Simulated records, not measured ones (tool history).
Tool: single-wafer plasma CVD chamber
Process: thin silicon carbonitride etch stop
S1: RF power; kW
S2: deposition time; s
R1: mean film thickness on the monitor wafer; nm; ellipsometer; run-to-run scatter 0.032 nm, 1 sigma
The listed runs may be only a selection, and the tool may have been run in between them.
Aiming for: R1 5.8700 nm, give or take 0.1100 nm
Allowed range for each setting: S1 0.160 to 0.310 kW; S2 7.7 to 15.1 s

run 1 day=0.000 | S1=0.235 S2=11.4 | R1=6.5124
run 2 day=0.208 | S1=0.235 S2=10.7 | R1=6.0316
run 3 day=0.488 | S1=0.235 S2=11.3 | R1=6.4442
run 4 day=0.650 | S1=0.260 S2=11.3 | R1=6.7005
run 5 day=0.771 | S1=0.250 S2=11.2 | R1=6.4788
run 6 day=0.838 | S1=0.240 S2=11.1 | R1=6.3356
run 7 day=0.954 | S1=0.205 S2=10.7 | R1=5.6955
run 8 day=1.017 | S1=0.205 S2=10.7 | R1=5.7162
-- day=1.162 RF generator calibrated
run 9 day=1.162 | S1=0.220 S2=10.8 | R1=6.1176
run 10 day=1.412 | S1=0.215 S2=10.8 | R1=6.0119

Exactly one of the 5 candidate moves below puts every result within its allowed miss. Which one?
run A day=1.662 | S1=0.205 S2=10.8 | R1=?
run B day=1.662 | S1=0.215 S2=11.1 | R1=?
run C day=1.662 | S1=0.200 S2=11.7 | R1=?
run D day=1.662 | S1=0.210 S2=11.8 | R1=?
run E day=1.662 | S1=0.230 S2=10.8 | R1=?

move=A R1=5.9294
move=B R1=6.2274
move=C R1=6.3506
move=D R1=6.5502
move=E R1=6.2423
A: each result inside its tolerance
B: its largest miss is bigger than the last run's
C: its largest miss is bigger than the last run's
D: its largest miss is bigger than the last run's
E: its largest miss is bigger than the last run's
The move that meets every target is A.
